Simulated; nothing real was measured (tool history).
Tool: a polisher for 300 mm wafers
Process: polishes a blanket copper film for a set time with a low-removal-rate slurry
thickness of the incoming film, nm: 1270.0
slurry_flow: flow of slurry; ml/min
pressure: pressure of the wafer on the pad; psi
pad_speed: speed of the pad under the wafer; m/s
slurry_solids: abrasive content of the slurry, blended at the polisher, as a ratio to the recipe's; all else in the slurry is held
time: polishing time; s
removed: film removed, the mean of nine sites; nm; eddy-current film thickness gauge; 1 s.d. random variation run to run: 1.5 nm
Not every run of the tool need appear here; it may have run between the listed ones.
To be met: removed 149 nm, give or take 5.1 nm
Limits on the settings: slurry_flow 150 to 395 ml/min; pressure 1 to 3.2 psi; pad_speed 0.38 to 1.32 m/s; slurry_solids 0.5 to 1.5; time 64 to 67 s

run,hour,slurry_flow,pressure,pad_speed,slurry_solids,time,removed
1,0,250,2.1,0.84,1,64,118.56
2,4.8,250,2.2,0.84,1,64,123.44
3,11.2,250,2.3,0.84,1,64,130.61
4,17.4,250,2.3,0.84,0.8,64,126.52
5,21.7,250,2.3,0.84,0.8,64,127.85
6,26.5,250,2.4,0.84,0.8,64,131.37
7,34.6,250,2.5,0.84,0.8,64,139.3
8,38.3,255,2.6,0.84,0.8,64,143.99

Of the 4 settings listed for the next run, only one would bring every result within its allowed miss of target. Which one?
A,42,205,2.6,0.84,0.85,67,?
B,42,275,2.4,0.82,0.8,66,?
C,42,340,2.6,0.8,0.85,64,?
D,42,250,2.5,0.78,0.75,67,?

move,removed
A,145.98
B,132.02
C,137.6
D,130.76
A: meets every target
B: misses by more than the last run did
C: misses by more than the last run did
D: misses by more than the last run did
Answer: A
